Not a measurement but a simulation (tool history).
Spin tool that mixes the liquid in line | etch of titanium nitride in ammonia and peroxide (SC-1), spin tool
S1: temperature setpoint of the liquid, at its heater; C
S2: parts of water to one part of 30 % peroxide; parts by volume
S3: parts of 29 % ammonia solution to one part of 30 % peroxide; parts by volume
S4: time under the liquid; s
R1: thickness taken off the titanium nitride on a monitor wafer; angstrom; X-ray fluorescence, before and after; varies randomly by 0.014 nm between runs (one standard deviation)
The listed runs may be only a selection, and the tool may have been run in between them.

Run 1, day 0.000: S1 58.0 C, S2 15.0 parts by volume, S3 0.9 parts by volume, S4 35 s. Result: R1 30.786 angstrom.
Run 2, day 0.150: S1 58.0 C, S2 19.5 parts by volume, S3 0.9 parts by volume, S4 35 s. Result: R1 26.974 angstrom.
Run 3, day 0.283: S1 58.0 C, S2 19.5 parts by volume, S3 1.1 parts by volume, S4 35 s. Result: R1 27.498 angstrom.
Run 4, day 0.379: S1 57.5 C, S2 19.5 parts by volume, S3 1.1 parts by volume, S4 35 s. Result: R1 26.872 angstrom.
Run 5, day 0.725: S1 57.0 C, S2 19.5 parts by volume, S3 1.1 parts by volume, S4 35 s. Result: R1 26.545 angstrom.
Run 6, day 0.838: S1 56.5 C, S2 19.5 parts by volume, S3 1.1 parts by volume, S4 35 s. Result: R1 25.311 angstrom.
Run 7, day 1.088: S1 56.0 C, S2 19.5 parts by volume, S3 1.1 parts by volume, S4 35 s. Result: R1 24.452 angstrom.

The next listed run, before its measurement:
Run 8, day 1.162: S1 55.5 C, S2 19.5 parts by volume, S3 1.1 parts by volume, S4 35 s. Result: R1 ?.

Run 8 yielded R1 23.819 angstrom.
